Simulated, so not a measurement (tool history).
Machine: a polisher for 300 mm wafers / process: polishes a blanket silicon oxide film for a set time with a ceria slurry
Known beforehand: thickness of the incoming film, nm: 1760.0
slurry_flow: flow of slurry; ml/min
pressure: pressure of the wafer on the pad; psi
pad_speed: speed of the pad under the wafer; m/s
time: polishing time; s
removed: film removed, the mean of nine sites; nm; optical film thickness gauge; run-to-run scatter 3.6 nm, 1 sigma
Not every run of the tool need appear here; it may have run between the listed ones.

run  hour  slurry_flow  pressure  pad_speed  time  removed
  1   0.0          235       2.9       1.40    53   299.00
  2   7.4          185       2.9       1.40    53   295.70
  3  12.6          145       2.9       1.40    53   286.93
  4  15.5          145       2.9       1.06    53   247.95
  5  24.4          145       3.3       1.10    53   276.14
  6  30.1          145       3.6       1.20    53   314.35

What does the tool deliver on the next run?
  7  32.9          150       3.9       1.28    53        ?

removed: 353.47 nm
